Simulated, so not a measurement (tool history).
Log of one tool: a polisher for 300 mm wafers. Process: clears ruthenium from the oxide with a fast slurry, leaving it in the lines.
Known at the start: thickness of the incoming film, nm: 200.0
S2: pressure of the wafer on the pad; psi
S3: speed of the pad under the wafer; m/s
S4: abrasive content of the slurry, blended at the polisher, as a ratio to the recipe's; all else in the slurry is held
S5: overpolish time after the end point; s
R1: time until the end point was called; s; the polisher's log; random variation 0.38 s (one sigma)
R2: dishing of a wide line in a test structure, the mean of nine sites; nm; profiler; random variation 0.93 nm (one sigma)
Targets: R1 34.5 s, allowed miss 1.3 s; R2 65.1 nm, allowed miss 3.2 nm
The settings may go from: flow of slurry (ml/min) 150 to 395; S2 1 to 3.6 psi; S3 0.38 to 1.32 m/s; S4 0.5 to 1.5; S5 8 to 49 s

{"run": 1, "hour": 0.0, "flow of slurry (ml/min)": 250, "S2": 2.3, "S3": 0.84, "S4": 1, "S5": 25, "R1": 61.035, "R2": 62.938}
{"run": 2, "hour": 0.5, "flow of slurry (ml/min)": 250, "S2": 2.5, "S3": 0.84, "S4": 1, "S5": 23, "R1": 55.92, "R2": 62.947}
{"run": 3, "hour": 3.4, "flow of slurry (ml/min)": 215, "S2": 2.5, "S3": 0.84, "S4": 1, "S5": 23, "R1": 57.552, "R2": 60.4}
{"run": 4, "hour": 10.2, "flow of slurry (ml/min)": 170, "S2": 2.5, "S3": 0.84, "S4": 1, "S5": 23, "R1": 59.307, "R2": 58.97}
{"run": 5, "hour": 15.2, "flow of slurry (ml/min)": 185, "S2": 2.7, "S3": 0.84, "S4": 1, "S5": 21, "R1": 55.014, "R2": 59.315}
{"run": 6, "hour": 20.3, "flow of slurry (ml/min)": 200, "S2": 2.8, "S3": 0.84, "S4": 1, "S5": 19, "R1": 51.959, "R2": 55.74}
{"run": 7, "hour": 28.3, "flow of slurry (ml/min)": 210, "S2": 2.9, "S3": 0.84, "S4": 1, "S5": 18, "R1": 49.57, "R2": 54.287}
{"run": 8, "hour": 34.2, "flow of slurry (ml/min)": 220, "S2": 3, "S3": 0.84, "S4": 1, "S5": 18, "R1": 47.239, "R2": 57.854}

5 next moves are on the table. One of them brings every result within its allowed miss. Which?
{"run": "A", "hour": 40.1, "flow of slurry (ml/min)": 170, "S2": 3.5, "S3": 1.1, "S4": 0.95, "S5": 15, "R1": "?", "R2": "?"}
{"run": "B", "hour": 40.1, "flow of slurry (ml/min)": 175, "S2": 2.7, "S3": 0.72, "S4": 0.85, "S5": 22, "R1": "?", "R2": "?"}
{"run": "C", "hour": 40.1, "flow of slurry (ml/min)": 190, "S2": 2.7, "S3": 0.6, "S4": 1.05, "S5": 30, "R1": "?", "R2": "?"}
{"run": "D", "hour": 40.1, "flow of slurry (ml/min)": 185, "S2": 3, "S3": 0.86, "S4": 1.2, "S5": 13, "R1": "?", "R2": "?"}
{"run": "E", "hour": 40.1, "flow of slurry (ml/min)": 300, "S2": 3.2, "S3": 0.88, "S4": 1.15, "S5": 14, "R1": "?", "R2": "?"}

move=A R1=35.442 R2=65.519
move=B R1=69.077 R2=51.017
move=C R1=68.696 R2=67.311
move=D R1=43.79 R2=47.893
move=E R1=38.764 R2=57.05
A: meets every target
B: further off than the last run
C: further off than the last run
D: nearer than the last run, and not there yet
E: nearer than the last run, and not there yet
The right move is A.
